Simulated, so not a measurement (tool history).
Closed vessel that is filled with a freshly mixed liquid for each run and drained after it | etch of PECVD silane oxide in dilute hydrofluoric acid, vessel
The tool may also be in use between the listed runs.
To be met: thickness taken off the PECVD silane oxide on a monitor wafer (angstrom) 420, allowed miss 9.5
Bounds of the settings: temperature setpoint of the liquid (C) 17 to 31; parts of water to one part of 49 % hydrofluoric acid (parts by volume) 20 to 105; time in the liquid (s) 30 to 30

| run | day | temperature setpoint of the liquid (C) | parts of water to one part of 49 % hydrofluoric acid (parts by volume) | time in the liquid (s) | thickness taken off the PECVD silane oxide on a monitor wafer (angstrom) |
|---|---|---|---|---|---|
| 1 | 0 | 23 | 55 | 30 | 229.22 |
| 2 | 0.054 | 25.5 | 50 | 30 | 282.45 |
| 3 | 0.333 | 25.5 | 50 | 30 | 282.56 |
| 4 | 0.367 | 27 | 45 | 30 | 334.85 |
| 5 | 0.6 | 28 | 45 | 30 | 348.63 |
| 6 | 0.621 | 29 | 45 | 30 | 362.01 |
| 7 | 0.988 | 29.5 | 45 | 30 | 370.33 |
| 8 | 1.096 | 30 | 45 | 30 | 377.48 |
| 9 | 1.229 | 30.5 | 45 | 30 | 383.61 |

Which of these 4 next moves meets every target?
| A | 1.362 | 30.5 | 50 | 30 | ? |
| B | 1.362 | 30 | 50 | 30 | ? |
| C | 1.362 | 29.5 | 40 | 30 | ? |
| D | 1.362 | 30 | 45 | 30 | ? |

| move | thickness taken off the PECVD silane oxide on a monitor wafer (angstrom) |
|---|---|
| A | 341.6 |
| B | 334.97 |
| C | 416.89 |
| D | 375.07 |
A: further off than the last run
B: further off than the last run
C: meets every target
D: further off than the last run
Answer: C

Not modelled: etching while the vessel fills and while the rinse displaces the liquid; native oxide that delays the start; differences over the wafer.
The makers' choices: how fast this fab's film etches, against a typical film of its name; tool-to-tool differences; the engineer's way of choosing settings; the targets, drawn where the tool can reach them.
